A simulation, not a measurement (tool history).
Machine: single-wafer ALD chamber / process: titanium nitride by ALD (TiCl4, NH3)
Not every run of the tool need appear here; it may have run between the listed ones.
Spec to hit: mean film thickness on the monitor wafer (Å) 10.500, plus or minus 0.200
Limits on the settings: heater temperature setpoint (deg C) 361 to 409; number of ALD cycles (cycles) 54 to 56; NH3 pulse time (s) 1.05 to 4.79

run	day	heater temperature setpoint (deg C)	number of ALD cycles (cycles)	NH3 pulse time (s)	mean film thickness on the monitor wafer (Å)
1	0.000	385	54	2.92	11.558
2	0.042	385	54	2.25	11.327
3	0.079	385	56	2.25	11.760
4	0.183	385	54	2.25	11.278
5	0.392	374	54	2.25	11.153
6	0.504	380	54	2.25	11.199
7	0.729	376	54	2.00	11.088
8	0.950	373	54	1.80	10.852

Of the 5 settings listed for the next run, only one would bring every result within its allowed miss of target. Which one?
A	1.171	375	54	1.48	?
B	1.171	374	54	1.31	?
C	1.171	370	56	1.90	?
D	1.171	377	56	1.70	?
E	1.171	365	54	1.50	?

move	mean film thickness on the monitor wafer (Å)
A	10.481
B	10.088
C	11.225
D	11.219
E	10.169
A: meets every target
B: the result that was furthest off in the last run now lies on the other side of its target
C: further off than the last run
D: further off than the last run
E: the result that was furthest off in the last run now lies on the other side of its target
So the answer is move A, the one that meets all the targets.
